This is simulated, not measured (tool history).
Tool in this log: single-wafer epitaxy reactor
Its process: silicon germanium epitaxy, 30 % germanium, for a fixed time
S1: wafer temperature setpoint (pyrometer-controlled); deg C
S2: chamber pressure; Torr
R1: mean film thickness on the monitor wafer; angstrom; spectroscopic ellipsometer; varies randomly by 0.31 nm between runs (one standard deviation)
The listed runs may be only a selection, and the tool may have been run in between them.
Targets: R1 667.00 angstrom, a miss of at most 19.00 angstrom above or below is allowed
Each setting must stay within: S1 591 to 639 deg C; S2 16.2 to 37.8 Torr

| run | hour | S1 | S2 | R1 |
|---|---|---|---|---|
| 1 | 0.0 | 615 | 27.0 | 875.84 |
| 2 | 5.0 | 619 | 27.0 | 944.47 |
| 3 | 7.9 | 613 | 26.7 | 832.75 |
| 4 | 11.1 | 617 | 26.7 | 897.33 |
| 5 | 16.9 | 617 | 29.5 | 934.47 |
| 6 | 22.2 | 617 | 32.9 | 979.99 |
| 7 | 24.4 | 605 | 31.5 | 758.94 |
| 8 | 30.4 | 603 | 31.4 | 736.72 |
| 9 | 34.2 | 601 | 31.3 | 704.98 |

Below are 5 possible settings for the next run. Only one of them brings all results inside the allowed miss of their targets. Which is it?
| A | 38.0 | 598 | 29.2 | ? |
| B | 38.0 | 603 | 29.2 | ? |
| C | 38.0 | 602 | 30.2 | ? |
| D | 38.0 | 598 | 33.1 | ? |
| E | 38.0 | 605 | 28.8 | ? |

| move | R1 |
|---|---|
| A | 629.67 |
| B | 699.02 |
| C | 694.93 |
| D | 665.44 |
| E | 724.13 |
A: pushes the last run's worst result past its target
B: gains on the last run, yet a result remains outside its allowed miss
C: gains on the last run, yet a result remains outside its allowed miss
D: every result within its allowed miss
E: its largest miss is bigger than the last run's
So the answer is move D, the one that meets all the targets.

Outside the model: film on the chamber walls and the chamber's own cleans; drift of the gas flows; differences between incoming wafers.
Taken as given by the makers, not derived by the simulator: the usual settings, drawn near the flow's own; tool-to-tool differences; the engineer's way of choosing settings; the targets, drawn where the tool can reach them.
